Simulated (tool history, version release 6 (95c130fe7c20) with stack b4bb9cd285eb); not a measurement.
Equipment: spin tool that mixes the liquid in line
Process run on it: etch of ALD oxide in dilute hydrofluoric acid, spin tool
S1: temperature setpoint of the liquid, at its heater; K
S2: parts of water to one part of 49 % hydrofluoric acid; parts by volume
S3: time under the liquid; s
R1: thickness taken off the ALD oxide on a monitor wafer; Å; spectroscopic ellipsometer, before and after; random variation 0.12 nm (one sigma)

run	hour	S1	S2	S3	R1
1	0.0	296.15	275	305	116.780
2	7.6	296.65	275	305	119.000
3	14.6	296.65	375	305	78.904
4	22.2	293.15	375	305	70.294
5	30.7	294.65	365	305	76.557
6	37.8	291.65	365	305	68.577
7	46.1	293.15	355	305	74.482
8	49.4	294.65	345	305	82.183

Estimate the outcome of run 9 from the log above:
9	58.0	295.65	340	305	?

{"run 9": {"R1": 86.927}}
